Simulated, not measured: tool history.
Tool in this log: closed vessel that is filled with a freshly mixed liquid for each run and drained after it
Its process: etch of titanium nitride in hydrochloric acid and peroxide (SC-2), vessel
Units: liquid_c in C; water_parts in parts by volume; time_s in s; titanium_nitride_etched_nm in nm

| run | hour | liquid_c | water_parts | time_s | titanium_nitride_etched_nm |
|---|---|---|---|---|---|
| 1 | 0 | 46 | 6 | 455 | 10.766 |
| 2 | 5 | 51 | 6 | 455 | 15.011 |
| 3 | 11.1 | 51 | 4.5 | 455 | 18.63 |
| 4 | 13.2 | 51 | 4 | 455 | 20.305 |
|  | 16.2 | chemicals flow meter replaced |
| 5 | 16.2 | 56.5 | 4 | 455 | 31.058 |
| 6 | 23.3 | 54 | 4 | 455 | 26.47 |
| 7 | 24.9 | 50.5 | 4 | 455 | 20.755 |
| 8 | 31.7 | 47.5 | 4 | 455 | 17.036 |
| 9 | 37 | 45.5 | 4 | 455 | 14.707 |
| 10 | 45.8 | 45.5 | 4 | 455 | 14.988 |
| 11 | 50.9 | 44 | 4 | 455 | 13.44 |
| 12 | 57.6 | 43 | 4 | 455 | 12.419 |
| 13 | 60.3 | 42 | 4 | 455 | 11.588 |
| 14 | 62.4 | 41.5 | 4 | 455 | 11.471 |

What does the tool deliver on the next run?
| 15 | 67.5 | 41 | 4 | 455 | ? |

titanium_nitride_etched_nm: 10.903 nm
